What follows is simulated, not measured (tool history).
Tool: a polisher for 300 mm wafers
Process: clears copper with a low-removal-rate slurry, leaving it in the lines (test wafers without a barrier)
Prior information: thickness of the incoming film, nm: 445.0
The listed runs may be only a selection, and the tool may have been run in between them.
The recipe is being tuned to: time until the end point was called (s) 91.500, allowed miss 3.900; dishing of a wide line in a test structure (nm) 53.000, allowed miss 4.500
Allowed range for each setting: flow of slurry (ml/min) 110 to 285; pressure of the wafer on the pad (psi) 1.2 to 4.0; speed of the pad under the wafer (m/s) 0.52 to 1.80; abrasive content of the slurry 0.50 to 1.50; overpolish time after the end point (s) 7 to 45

run	hour	flow of slurry (ml/min)	pressure of the wafer on the pad (psi)	speed of the pad under the wafer (m/s)	abrasive content of the slurry	overpolish time after the end point (s)	time until the end point was called (s)	dishing of a wide line in a test structure (nm)
1	0.0	180	2.6	1.16	1.00	23	114.100	46.166
2	7.8	180	2.7	1.16	1.00	23	111.710	46.545
3	10.1	180	2.3	1.16	1.00	23	129.380	41.552
4	13.3	180	2.3	1.16	0.90	23	134.670	41.036
5	17.4	180	2.9	1.16	0.90	23	105.860	46.919
6	23.1	180	2.9	1.16	0.90	30	105.710	54.197
7	25.1	180	3.0	1.16	0.90	28	103.020	53.403
8	28.2	180	3.1	1.16	0.90	27	100.180	53.223
9	35.8	180	3.2	1.16	0.90	26	96.892	54.398
10	43.5	180	3.2	1.16	0.90	25	95.795	53.152

Below are 5 possible settings for the next run. Only one of them brings all results inside the allowed miss of their targets. Which is it?
A	51.2	235	3.2	1.04	1.00	25	?	?
B	51.2	175	3.2	1.10	0.85	25	?	?
C	51.2	220	3.2	1.20	0.90	25	?	?
D	51.2	125	3.5	1.10	0.95	24	?	?
E	51.2	225	3.1	1.20	0.70	33	?	?

move	time until the end point was called (s)	dishing of a wide line in a test structure (nm)
A	100.370	52.155
B	103.150	51.463
C	90.433	54.739
D	98.153	52.176
E	99.102	58.776
A: its largest miss is bigger than the last run's
B: its largest miss is bigger than the last run's
C: meets every target
D: its largest miss is bigger than the last run's
E: its largest miss is bigger than the last run's
So the answer is move C, the one that meets all the targets.
